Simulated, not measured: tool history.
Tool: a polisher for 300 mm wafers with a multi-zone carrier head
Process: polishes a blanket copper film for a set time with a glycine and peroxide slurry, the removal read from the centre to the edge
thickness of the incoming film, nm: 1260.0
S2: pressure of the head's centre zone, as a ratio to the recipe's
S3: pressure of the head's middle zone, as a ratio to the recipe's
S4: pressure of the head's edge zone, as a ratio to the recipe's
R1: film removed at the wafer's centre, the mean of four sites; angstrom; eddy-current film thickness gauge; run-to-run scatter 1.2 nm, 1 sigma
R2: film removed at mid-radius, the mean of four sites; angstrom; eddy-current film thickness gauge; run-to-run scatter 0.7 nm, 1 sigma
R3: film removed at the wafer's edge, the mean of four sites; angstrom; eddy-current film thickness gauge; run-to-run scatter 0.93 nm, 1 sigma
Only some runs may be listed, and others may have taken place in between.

run 1 hour=0.0 | flow_of_slurry_(ml/min)=215 S2=1.00 S3=1.00 S4=1.00 polishing_time_(s)=64 | R1=2275.2 R2=2246.6 R3=2260.6
run 2 hour=4.4 | flow_of_slurry_(ml/min)=205 S2=0.99 S3=0.97 S4=0.97 polishing_time_(s)=57 | R1=1988.8 R2=1977.1 R3=1957.4
run 3 hour=6.4 | flow_of_slurry_(ml/min)=205 S2=0.99 S3=0.97 S4=0.97 polishing_time_(s)=49 | R1=1675.5 R2=1681.3 R3=1698.9
run 4 hour=9.9 | flow_of_slurry_(ml/min)=180 S2=0.99 S3=0.97 S4=0.97 polishing_time_(s)=49 | R1=1684.5 R2=1661.2 R3=1684.4
run 5 hour=18.6 | flow_of_slurry_(ml/min)=175 S2=0.99 S3=0.94 S4=0.96 polishing_time_(s)=46 | R1=1544.1 R2=1498.7 R3=1556.0
run 6 hour=20.2 | flow_of_slurry_(ml/min)=170 S2=0.99 S3=0.91 S4=0.94 polishing_time_(s)=44 | R1=1495.8 R2=1389.5 R3=1471.6
run 7 hour=28.7 | flow_of_slurry_(ml/min)=165 S2=0.97 S3=0.89 S4=0.92 polishing_time_(s)=43 | R1=1409.3 R2=1332.3 R3=1441.1
run 8 hour=36.0 | flow_of_slurry_(ml/min)=160 S2=0.97 S3=0.88 S4=0.90 polishing_time_(s)=42 | R1=1369.3 R2=1281.5 R3=1395.8
run 9 hour=42.9 | flow_of_slurry_(ml/min)=160 S2=0.97 S3=0.87 S4=0.88 polishing_time_(s)=41 | R1=1312.5 R2=1227.4 R3=1349.3
run 10 hour=46.5 | flow_of_slurry_(ml/min)=155 S2=0.98 S3=0.87 S4=0.87 polishing_time_(s)=40 | R1=1303.4 R2=1197.1 R3=1305.3

For run 11, what comes out?
run 11 hour=48.6 | flow_of_slurry_(ml/min)=140 S2=0.96 S3=0.83 S4=0.81 polishing_time_(s)=36 | R1=? R2=? R3=?

R1: 1107.0 angstrom
R2: 1008.0 angstrom
R3: 1128.5 angstrom

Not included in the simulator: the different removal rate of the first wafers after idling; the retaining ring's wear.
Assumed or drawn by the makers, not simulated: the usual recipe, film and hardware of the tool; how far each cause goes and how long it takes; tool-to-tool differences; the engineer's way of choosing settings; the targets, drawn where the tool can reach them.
